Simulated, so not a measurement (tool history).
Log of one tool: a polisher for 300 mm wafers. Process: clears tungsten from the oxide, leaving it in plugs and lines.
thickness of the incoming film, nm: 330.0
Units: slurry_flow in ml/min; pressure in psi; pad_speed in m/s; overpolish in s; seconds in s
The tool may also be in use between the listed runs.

run    day  slurry_flow  pressure  pad_speed  slurry_solids  overpolish  seconds
  1  0.000          290       2.6       1.36            1.0           4  101.060
  2  0.058          290       2.6       1.36            1.0           4  103.520
  3  0.100          290       2.6       1.50            1.0           4   90.179
  4  0.233          290       2.6       1.50            1.0           4   93.665
  5  0.604          320       2.6       1.50            1.0           4   95.379
  6  0.671          290       2.6       1.50            1.0           4   94.278
  7  0.775          290       3.3       1.66            1.0           4   69.330
  8  0.867          290       3.4       1.70            1.0           4   65.853
  9  1.096          290       3.5       1.74            1.0           4   60.868
 10  1.129          290       3.6       1.76            1.0           4   58.485
 11  1.188          290       3.7       1.76            1.0           4   57.802

Forecast run 12:
 12  1.304          290       3.8       1.78            1.0           4        ?

Run 12 gave seconds 55.750 s.

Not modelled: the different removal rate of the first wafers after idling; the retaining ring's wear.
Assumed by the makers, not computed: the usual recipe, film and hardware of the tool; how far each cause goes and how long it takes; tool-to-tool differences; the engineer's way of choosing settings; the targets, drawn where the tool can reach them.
